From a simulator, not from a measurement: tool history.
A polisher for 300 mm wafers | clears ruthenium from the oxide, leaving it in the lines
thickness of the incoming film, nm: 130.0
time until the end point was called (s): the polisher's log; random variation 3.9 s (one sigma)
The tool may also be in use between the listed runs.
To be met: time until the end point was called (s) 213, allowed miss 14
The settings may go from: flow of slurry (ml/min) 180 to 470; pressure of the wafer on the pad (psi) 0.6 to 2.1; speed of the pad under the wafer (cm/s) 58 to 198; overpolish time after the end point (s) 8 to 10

run    day  flow of slurry (ml/min)  pressure of the wafer on the pad (psi)  speed of the pad under the wafer (cm/s)  overpolish time after the end point (s)  time until the end point was called (s)
  1      0                      300                                     1.3                                      128                                       10                                   117.67
  2  0.204                      330                                     1.3                                      128                                       10                                   114.94
  3  0.562                      330                                     1.3                                       98                                       10                                   147.23
  4  0.662                      395                                     1.3                                       98                                       10                                    143.1
  5  1.017                      395                                     1.2                                       98                                       10                                   158.05
  6  1.362                      395                                     1.2                                      122                                       10                                    131.4
  7  1.704                      395                                     1.1                                      120                                       10                                   137.57
  8  2.046                      395                                       1                                      116                                       10                                   155.09
  9  2.171                      395                                     0.9                                      114                                       10                                    171.9

5 next moves are on the table. One of them brings every result within its allowed miss. Which?
  A  2.296                      365                                     0.9                                      134                                       10                                        ?
  B  2.296                      410                                     0.8                                       88                                        8                                        ?
  C  2.296                      365                                     0.8                                      108                                       10                                        ?
  D  2.296                      405                                     1.3                                      120                                        8                                        ?
  E  2.296                      350                                     1.5                                       64                                        8                                        ?

move  time until the end point was called (s)
   A                                    153.8
   B                                   255.99
   C                                   212.07
   D                                   119.16
   E                                   191.23
A: further off than the last run
B: takes the result that was furthest off past its target
C: meets every target
D: further off than the last run
E: nearer than the last run, and not there yet
Move C is the one to make.
